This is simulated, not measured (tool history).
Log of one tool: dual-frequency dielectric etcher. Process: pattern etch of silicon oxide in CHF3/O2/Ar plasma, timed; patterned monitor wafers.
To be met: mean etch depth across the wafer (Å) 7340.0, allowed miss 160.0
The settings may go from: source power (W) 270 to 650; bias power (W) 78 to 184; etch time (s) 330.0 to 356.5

| run | day | source power (W) | bias power (W) | etch time (s) | mean etch depth across the wafer (Å) |
|---|---|---|---|---|---|
| 1 | 0.000 | 460 | 131 | 356.5 | 6487.1 |
| 2 | 0.092 | 470 | 132 | 356.5 | 6607.8 |
| 3 | 0.179 | 470 | 132 | 330.0 | 6101.5 |
| 4 | 0.325 | 470 | 132 | 330.0 | 6078.6 |
| 5 | 0.650 | 540 | 132 | 330.0 | 6472.7 |
| 6 | 0.783 | 550 | 134 | 330.5 | 6560.0 |
| 7 | 0.917 | 560 | 136 | 331.0 | 6625.5 |
| 8 | 1.092 | 570 | 138 | 331.5 | 6717.9 |
| 9 | 1.333 | 580 | 139 | 332.0 | 6773.1 |
| 10 | 1.467 | 590 | 140 | 332.5 | 6895.9 |
| 11 | 1.525 | 590 | 141 | 333.0 | 6906.8 |
| 12 | 1.567 | 590 | 142 | 333.5 | 6936.9 |
| 13 | 1.925 | 590 | 143 | 333.5 | 6943.7 |
| 14 | 2.075 | 590 | 143 | 333.5 | 6938.9 |
| 15 | 2.446 | 590 | 144 | 333.5 | 6902.8 |
| 16 | 2.517 | 590 | 144 | 333.5 | 6935.1 |
| 17 | 2.650 | 590 | 144 | 333.5 | 6950.3 |
| 18 | 2.962 | 590 | 145 | 333.5 | 6967.9 |
| 19 | 3.292 | 590 | 145 | 333.5 | 6941.5 |
| 20 | 3.533 | 590 | 146 | 334.0 | 6956.6 |
| 21 | 3.608 | 590 | 147 | 334.5 | 6974.6 |

Pick the move, out of 5, that brings all results within their allowed miss; only one does.
| A | 3.683 | 510 | 155 | 333.0 | ? |
| B | 3.683 | 610 | 161 | 356.5 | ? |
| C | 3.683 | 570 | 148 | 356.5 | ? |
| D | 3.683 | 520 | 136 | 334.0 | ? |
| E | 3.683 | 650 | 158 | 352.5 | ? |

| move | mean etch depth across the wafer (Å) |
|---|---|
| A | 6590.9 |
| B | 7705.4 |
| C | 7337.4 |
| D | 6477.1 |
| E | 7799.6 |
A: lands further from the targets than the last run did
B: carries the result that was furthest off beyond its target, to the other side
C: all results land within tolerance of their targets
D: lands further from the targets than the last run did
E: carries the result that was furthest off beyond its target, to the other side
The move that meets every target is C.

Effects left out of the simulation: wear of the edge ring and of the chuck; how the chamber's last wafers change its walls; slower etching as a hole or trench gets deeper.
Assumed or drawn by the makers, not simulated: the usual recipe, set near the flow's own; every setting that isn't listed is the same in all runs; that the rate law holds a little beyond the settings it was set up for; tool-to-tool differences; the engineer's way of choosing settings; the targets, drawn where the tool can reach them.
